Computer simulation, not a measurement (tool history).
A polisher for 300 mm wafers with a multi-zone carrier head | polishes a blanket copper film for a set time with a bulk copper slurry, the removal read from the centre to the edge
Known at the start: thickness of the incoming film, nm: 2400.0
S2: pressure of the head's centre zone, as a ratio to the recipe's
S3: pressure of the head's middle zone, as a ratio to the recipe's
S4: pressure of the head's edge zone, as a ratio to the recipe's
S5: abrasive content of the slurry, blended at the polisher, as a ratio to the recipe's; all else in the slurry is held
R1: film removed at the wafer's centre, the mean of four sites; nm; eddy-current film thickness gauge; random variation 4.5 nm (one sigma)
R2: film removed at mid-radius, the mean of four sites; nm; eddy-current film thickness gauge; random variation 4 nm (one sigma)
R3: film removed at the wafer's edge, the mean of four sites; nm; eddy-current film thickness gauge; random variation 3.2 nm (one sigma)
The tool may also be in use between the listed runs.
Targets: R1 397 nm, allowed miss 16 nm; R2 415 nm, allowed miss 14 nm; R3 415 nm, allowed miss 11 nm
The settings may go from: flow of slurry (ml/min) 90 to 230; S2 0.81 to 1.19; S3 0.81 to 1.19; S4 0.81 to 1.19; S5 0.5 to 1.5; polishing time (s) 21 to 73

run 1 hour=0 | flow_of_slurry_(ml/min)=150 S2=1 S3=1 S4=1 S5=1 polishing_time_(s)=47 | R1=272.53 R2=271 R3=259.06
run 2 hour=2.1 | flow_of_slurry_(ml/min)=150 S2=1.04 S3=1 S4=1 S5=1 polishing_time_(s)=47 | R1=275.55 R2=267.46 R3=260.43
run 3 hour=7 | flow_of_slurry_(ml/min)=155 S2=1.03 S3=1.01 S4=1.03 S5=1.1 polishing_time_(s)=49 | R1=297.08 R2=286.97 R3=280.94
run 4 hour=12.3 | flow_of_slurry_(ml/min)=155 S2=1.03 S3=1.01 S4=1.03 S5=1.1 polishing_time_(s)=57 | R1=334.83 R2=340.47 R3=328.78
run 5 hour=16.4 | flow_of_slurry_(ml/min)=185 S2=1.03 S3=1.01 S4=1.03 S5=1.1 polishing_time_(s)=57 | R1=348.05 R2=346.86 R3=335.82
run 6 hour=21.2 | flow_of_slurry_(ml/min)=185 S2=1.03 S3=1.02 S4=1.05 S5=1.15 polishing_time_(s)=58 | R1=359.53 R2=359.39 R3=347.72
run 7 hour=25.9 | flow_of_slurry_(ml/min)=185 S2=1.02 S3=1.02 S4=1.07 S5=1.2 polishing_time_(s)=59 | R1=371.28 R2=373.95 R3=357.48
run 8 hour=34.2 | flow_of_slurry_(ml/min)=180 S2=1 S3=1.01 S4=1.08 S5=1.25 polishing_time_(s)=60 | R1=369.15 R2=375.92 R3=367.55
run 9 hour=40.1 | flow_of_slurry_(ml/min)=180 S2=0.99 S3=1.01 S4=1.09 S5=1.3 polishing_time_(s)=61 | R1=378.54 R2=388.14 R3=380.57
run 10 hour=41 | flow_of_slurry_(ml/min)=180 S2=0.98 S3=1.01 S4=1.1 S5=1.35 polishing_time_(s)=61 | R1=378.65 R2=387.36 R3=381.5
run 11 hour=48.9 | flow_of_slurry_(ml/min)=180 S2=0.98 S3=1.01 S4=1.1 S5=1.35 polishing_time_(s)=61 | R1=372.42 R2=384.32 R3=382.94
run 12 hour=54 | flow_of_slurry_(ml/min)=185 S2=0.98 S3=1.01 S4=1.11 S5=1.35 polishing_time_(s)=61 | R1=369.45 R2=392.74 R3=388.05
-- hour=58.6 worn pad replaced by a new one
run 13 hour=58.6 | flow_of_slurry_(ml/min)=190 S2=0.99 S3=1.01 S4=1.12 S5=1.35 polishing_time_(s)=61 | R1=416.63 R2=438.64 R3=438.51
run 14 hour=62.9 | flow_of_slurry_(ml/min)=185 S2=0.99 S3=1.01 S4=1.12 S5=1.35 polishing_time_(s)=61 | R1=426.87 R2=429.06 R3=434
run 15 hour=64.8 | flow_of_slurry_(ml/min)=180 S2=0.99 S3=1.01 S4=1.12 S5=1.35 polishing_time_(s)=61 | R1=420.04 R2=429.71 R3=432.18
run 16 hour=72.3 | flow_of_slurry_(ml/min)=185 S2=0.98 S3=1.01 S4=1.12 S5=1.35 polishing_time_(s)=61 | R1=431.28 R2=433.72 R3=436.91
run 17 hour=74.8 | flow_of_slurry_(ml/min)=180 S2=0.97 S3=1.01 S4=1.12 S5=1.35 polishing_time_(s)=61 | R1=420.8 R2=437.45 R3=433.47

5 next moves are on the table. One of them brings every result within its allowed miss. Which?
run A hour=77.3 | flow_of_slurry_(ml/min)=215 S2=0.93 S3=0.96 S4=1.03 S5=1.4 polishing_time_(s)=59 | R1=? R2=? R3=?
run B hour=77.3 | flow_of_slurry_(ml/min)=160 S2=0.89 S3=0.87 S4=1.19 S5=1.3 polishing_time_(s)=67 | R1=? R2=? R3=?
run C hour=77.3 | flow_of_slurry_(ml/min)=230 S2=0.82 S3=0.89 S4=1.15 S5=1.4 polishing_time_(s)=61 | R1=? R2=? R3=?
run D hour=77.3 | flow_of_slurry_(ml/min)=165 S2=0.96 S3=1.12 S4=1.13 S5=1.1 polishing_time_(s)=62 | R1=? R2=? R3=?
run E hour=77.3 | flow_of_slurry_(ml/min)=185 S2=0.84 S3=0.91 S4=1.06 S5=1.5 polishing_time_(s)=65 | R1=? R2=? R3=?

move=A R1=411.25 R2=417.33 R3=413.57
move=B R1=416.23 R2=409.4 R3=477.92
move=C R1=378.09 R2=408.95 R3=453.59
move=D R1=405.13 R2=455.45 R3=417.29
move=E R1=404.29 R2=436.24 R3=460.83
A: meets every target
B: further off than the last run
C: further off than the last run
D: brings the result that was furthest off to its target, and leaves another outside
E: further off than the last run
Answer: A
